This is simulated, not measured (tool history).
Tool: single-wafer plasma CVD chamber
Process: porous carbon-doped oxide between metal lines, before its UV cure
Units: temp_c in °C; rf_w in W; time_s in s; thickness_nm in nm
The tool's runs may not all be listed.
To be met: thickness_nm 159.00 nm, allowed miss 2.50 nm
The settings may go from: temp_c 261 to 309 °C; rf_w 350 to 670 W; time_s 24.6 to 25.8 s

run  hour  temp_c  rf_w  time_s  thickness_nm
  1   0.0     285   510    25.8        175.73
  2   2.4     280   510    25.8        181.78
  3   8.5     274   510    25.8        190.41
  4  16.1     279   505    25.8        182.95
  5  20.8     279   505    25.8        182.76
  6  22.0     283   505    25.8        177.61
  7  23.7     286   505    25.8        173.12
  8  31.5     288   505    25.8        171.99
  9  38.4     290   505    25.8        168.92
 10  42.2     292   505    25.8        167.55
 11  45.1     292   505    25.8        167.97

Which of these 4 next moves meets every target?
  A  48.0     275   465    24.6             ?
  B  48.0     299   465    25.8             ?
  C  48.0     298   475    25.3             ?
  D  48.0     291   490    24.6             ?

move  thickness_nm
   A        173.43
   B        153.72
   C        153.50
   D        159.08
A: further off than the last run
B: takes the result that was furthest off past its target
C: takes the result that was furthest off past its target
D: meets every target
Answer: D

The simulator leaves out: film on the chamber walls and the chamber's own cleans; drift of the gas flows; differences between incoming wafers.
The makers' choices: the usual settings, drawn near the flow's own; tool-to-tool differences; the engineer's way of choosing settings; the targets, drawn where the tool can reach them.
